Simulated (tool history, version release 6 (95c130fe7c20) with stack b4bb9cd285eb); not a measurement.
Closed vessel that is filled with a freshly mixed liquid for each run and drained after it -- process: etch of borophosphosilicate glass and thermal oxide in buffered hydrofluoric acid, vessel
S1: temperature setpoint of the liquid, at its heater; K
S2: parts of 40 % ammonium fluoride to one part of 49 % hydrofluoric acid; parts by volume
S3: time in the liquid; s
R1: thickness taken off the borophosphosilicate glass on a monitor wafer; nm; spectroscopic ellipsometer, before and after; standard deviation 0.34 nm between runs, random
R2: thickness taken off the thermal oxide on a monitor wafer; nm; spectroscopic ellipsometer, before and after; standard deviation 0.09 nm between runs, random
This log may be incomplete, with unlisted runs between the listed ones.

{"run": 1, "day": 0.0, "S1": 295.15, "S2": 15.5, "S3": 60, "R1": 83.154, "R2": 38.08}
{"run": 2, "day": 0.342, "S1": 293.65, "S2": 17, "S3": 60, "R1": 70.332, "R2": 32.028}
{"run": 3, "day": 0.604, "S1": 296.65, "S2": 17, "S3": 60, "R1": 83.611, "R2": 37.7}
{"run": 4, "day": 0.912, "S1": 295.15, "S2": 17, "S3": 60, "R1": 76.185, "R2": 34.743}
{"run": 5, "day": 1.246, "S1": 293.65, "S2": 18.5, "S3": 60, "R1": 64.963, "R2": 29.364}
{"run": 6, "day": 1.421, "S1": 293.65, "S2": 18.5, "S3": 50, "R1": 54.049, "R2": 24.176}

Predict the results of run 7:
{"run": 7, "day": 1.592, "S1": 292.65, "S2": 18.5, "S3": 50, "R1": "?", "R2": "?"}

R1: 50.93 nm
R2: 23.271 nm
